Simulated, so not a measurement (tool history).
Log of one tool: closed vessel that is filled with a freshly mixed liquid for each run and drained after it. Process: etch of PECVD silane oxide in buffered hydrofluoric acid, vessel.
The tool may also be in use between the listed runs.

| run | day | temperature setpoint of the liquid (K) | parts of 40 % ammonium fluoride to one part of 49 % hydrofluoric acid (parts by volume) | time in the liquid (s) | thickness taken off the PECVD silane oxide on a monitor wafer (nm) |
|---|---|---|---|---|---|
| 1 | 0.000 | 296.15 | 10.0 | 30 | 84.877 |
| 2 | 0.296 | 296.15 | 8.5 | 30 | 96.063 |
| 3 | 0.508 | 295.15 | 8.5 | 30 | 90.364 |
| 4 | 0.650 | 295.15 | 6.0 | 30 | 129.130 |
| 5 | 0.738 | 294.15 | 6.5 | 30 | 111.620 |
| 6 | 0.979 | 295.65 | 6.5 | 30 | 123.620 |
| 7 | 1.192 | 294.65 | 7.0 | 30 | 110.080 |

Forecast run 8:
| 8 | 1.238 | 293.65 | 7.5 | 30 | ? |

Run 8 gave thickness taken off the PECVD silane oxide on a monitor wafer (nm) 94.214.
